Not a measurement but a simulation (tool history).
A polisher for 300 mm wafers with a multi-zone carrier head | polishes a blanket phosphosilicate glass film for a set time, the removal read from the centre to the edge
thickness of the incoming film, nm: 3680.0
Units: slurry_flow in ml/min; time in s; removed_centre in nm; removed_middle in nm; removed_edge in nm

run,day,slurry_flow,centre_zone,middle_zone,edge_zone,slurry_solids,time,removed_centre,removed_middle,removed_edge
1,0.000,250,1.00,1.00,1.00,1.00,86,706.42,711.04,715.41
2,0.225,250,1.00,1.00,1.06,1.00,86,707.60,711.32,736.18
3,0.600,250,1.00,1.00,1.06,0.90,86,691.76,683.76,698.59
4,0.871,245,1.01,0.98,1.01,0.80,85,645.38,622.40,644.86
5,0.904,245,1.01,0.98,1.01,0.80,96,731.02,702.27,715.00
6,0.971,245,1.01,0.98,1.01,0.60,96,611.33,586.86,614.98
7,1.233,245,1.04,0.99,0.97,0.55,94,594.37,563.48,567.08

The next listed run, before its measurement:
8,1.442,240,1.06,0.98,0.94,0.55,94,?,?,?

Run 8 gave removed_centre 593.05 nm, removed_middle 557.76 nm, removed_edge 546.02 nm.
